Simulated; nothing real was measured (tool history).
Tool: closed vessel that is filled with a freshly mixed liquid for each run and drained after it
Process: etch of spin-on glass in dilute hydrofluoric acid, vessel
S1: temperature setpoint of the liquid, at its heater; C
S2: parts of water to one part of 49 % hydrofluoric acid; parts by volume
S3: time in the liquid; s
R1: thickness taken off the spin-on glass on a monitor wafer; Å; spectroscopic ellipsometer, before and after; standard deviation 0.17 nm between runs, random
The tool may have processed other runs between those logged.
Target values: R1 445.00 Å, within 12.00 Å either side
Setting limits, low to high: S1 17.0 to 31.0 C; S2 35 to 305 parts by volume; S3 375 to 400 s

run	hour	S1	S2	S3	R1
1	0.0	23.0	170	375	667.79
2	7.3	23.0	230	375	464.36
3	12.3	23.0	230	400	491.58
4	20.8	23.0	230	400	493.00
5	26.2	23.0	200	400	586.38
6	33.2	22.0	200	400	566.01
7	38.0	21.0	200	400	546.48
8	39.8	20.0	200	400	522.24
9	45.0	19.5	200	400	509.23
10	52.1	19.0	200	400	500.66
11	55.0	18.5	200	400	496.23

Which one of the following 4 next-run settings gets every result inside its allowed miss? There is exactly one.
A	57.9	21.0	225	400	?
B	57.9	19.0	175	400	?
C	57.9	20.0	230	400	?
D	57.9	17.5	170	400	?

move	R1
A	468.38
B	587.77
C	439.12
D	573.10
A: closes in on the targets versus the last run, not all within tolerance yet
B: its largest miss is bigger than the last run's
C: all results in spec
D: its largest miss is bigger than the last run's
The right move is C.
